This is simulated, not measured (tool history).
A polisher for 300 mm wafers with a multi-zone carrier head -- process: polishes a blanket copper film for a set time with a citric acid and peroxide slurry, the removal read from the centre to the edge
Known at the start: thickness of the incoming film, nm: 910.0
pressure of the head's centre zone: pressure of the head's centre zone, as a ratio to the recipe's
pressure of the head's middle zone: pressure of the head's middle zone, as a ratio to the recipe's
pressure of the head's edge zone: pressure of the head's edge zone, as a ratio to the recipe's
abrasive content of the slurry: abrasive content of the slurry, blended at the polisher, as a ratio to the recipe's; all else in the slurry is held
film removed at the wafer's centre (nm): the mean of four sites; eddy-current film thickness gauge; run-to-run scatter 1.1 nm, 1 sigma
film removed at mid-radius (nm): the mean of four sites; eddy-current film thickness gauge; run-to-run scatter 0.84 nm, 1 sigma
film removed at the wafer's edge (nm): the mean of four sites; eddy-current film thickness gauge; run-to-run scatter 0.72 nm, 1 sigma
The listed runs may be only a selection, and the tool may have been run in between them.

| run | hour | flow of slurry (ml/min) | pressure of the head's centre zone | pressure of the head's middle zone | pressure of the head's edge zone | abrasive content of the slurry | polishing time (s) | film removed at the wafer's centre (nm) | film removed at mid-radius (nm) | film removed at the wafer's edge (nm) |
|---|---|---|---|---|---|---|---|---|---|---|
| 1 | 0.0 | 140 | 1.00 | 1.00 | 1.00 | 1.00 | 52 | 86.268 | 84.974 | 84.332 |
| 2 | 7.6 | 140 | 1.00 | 1.00 | 1.06 | 1.00 | 52 | 85.423 | 85.404 | 85.627 |
| 3 | 13.8 | 140 | 1.00 | 1.00 | 1.06 | 1.15 | 52 | 90.046 | 87.419 | 88.540 |
| 4 | 20.4 | 155 | 1.01 | 1.01 | 1.09 | 1.25 | 52 | 93.720 | 91.988 | 92.702 |
| 5 | 25.2 | 155 | 1.01 | 0.93 | 1.09 | 1.25 | 52 | 92.600 | 87.086 | 93.277 |
| 6 | 32.0 | 155 | 0.94 | 0.93 | 1.09 | 1.25 | 52 | 87.013 | 86.070 | 93.317 |
| 7 | 38.1 | 165 | 0.98 | 0.95 | 1.10 | 1.30 | 52 | 92.260 | 90.069 | 96.174 |
| 8 | 39.8 | 205 | 1.08 | 1.03 | 1.13 | 1.45 | 52 | 108.990 | 102.580 | 101.610 |

Forecast run 9:
| 9 | 47.9 | 205 | 1.09 | 1.03 | 1.14 | 1.45 | 52 | ? | ? | ? |

Run 9 produced film removed at the wafer's centre (nm) 111.160, film removed at mid-radius (nm) 102.770, film removed at the wafer's edge (nm) 101.770.
